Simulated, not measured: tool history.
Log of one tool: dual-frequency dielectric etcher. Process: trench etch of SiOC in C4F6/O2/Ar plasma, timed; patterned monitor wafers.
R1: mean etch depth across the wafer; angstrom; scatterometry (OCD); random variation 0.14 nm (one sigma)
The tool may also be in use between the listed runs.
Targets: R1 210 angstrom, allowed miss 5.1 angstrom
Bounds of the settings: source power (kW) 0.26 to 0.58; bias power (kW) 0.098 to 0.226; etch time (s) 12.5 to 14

{"run": 1, "hour": 0.0, "source power (kW)": 0.42, "bias power (kW)": 0.162, "etch time (s)": 14, "R1": 254.35}
{"run": 2, "hour": 3.4, "source power (kW)": 0.42, "bias power (kW)": 0.178, "etch time (s)": 14, "R1": 255.61}
{"run": 3, "hour": 5.2, "source power (kW)": 0.39, "bias power (kW)": 0.178, "etch time (s)": 14, "R1": 248.48}
{"run": 4, "hour": 8.0, "source power (kW)": 0.39, "bias power (kW)": 0.178, "etch time (s)": 14, "R1": 247.99}
{"run": 5, "hour": 11.5, "source power (kW)": 0.38, "bias power (kW)": 0.176, "etch time (s)": 14, "R1": 242.24}
{"run": 6, "hour": 13.2, "source power (kW)": 0.38, "bias power (kW)": 0.176, "etch time (s)": 14, "R1": 243.34}
{"hour": 15.6, "done": "wet clean of the chamber"}
{"run": 7, "hour": 15.6, "source power (kW)": 0.37, "bias power (kW)": 0.175, "etch time (s)": 14, "R1": 248.97}
{"run": 8, "hour": 23.7, "source power (kW)": 0.36, "bias power (kW)": 0.165, "etch time (s)": 14, "R1": 242.23}
{"run": 9, "hour": 26.1, "source power (kW)": 0.36, "bias power (kW)": 0.165, "etch time (s)": 14, "R1": 239.28}
{"run": 10, "hour": 27.1, "source power (kW)": 0.35, "bias power (kW)": 0.163, "etch time (s)": 14, "R1": 233.33}
{"run": 11, "hour": 33.8, "source power (kW)": 0.34, "bias power (kW)": 0.162, "etch time (s)": 14, "R1": 232.74}
{"run": 12, "hour": 38.4, "source power (kW)": 0.33, "bias power (kW)": 0.16, "etch time (s)": 14, "R1": 225.27}
{"run": 13, "hour": 39.3, "source power (kW)": 0.32, "bias power (kW)": 0.159, "etch time (s)": 14, "R1": 219.92}

5 next moves are on the table. One of them brings every result within its allowed miss. Which?
{"run": "A", "hour": 40.2, "source power (kW)": 0.35, "bias power (kW)": 0.221, "etch time (s)": 13, "R1": "?"}
{"run": "B", "hour": 40.2, "source power (kW)": 0.36, "bias power (kW)": 0.152, "etch time (s)": 14, "R1": "?"}
{"run": "C", "hour": 40.2, "source power (kW)": 0.35, "bias power (kW)": 0.152, "etch time (s)": 13.5, "R1": "?"}
{"run": "D", "hour": 40.2, "source power (kW)": 0.35, "bias power (kW)": 0.163, "etch time (s)": 14, "R1": "?"}
{"run": "E", "hour": 40.2, "source power (kW)": 0.31, "bias power (kW)": 0.18, "etch time (s)": 13, "R1": "?"}

move=A R1=237.48
move=B R1=234.47
move=C R1=222.36
move=D R1=234.88
move=E R1=208.09
A: further off than the last run
B: further off than the last run
C: further off than the last run
D: further off than the last run
E: meets every target
Move E is the one to make.
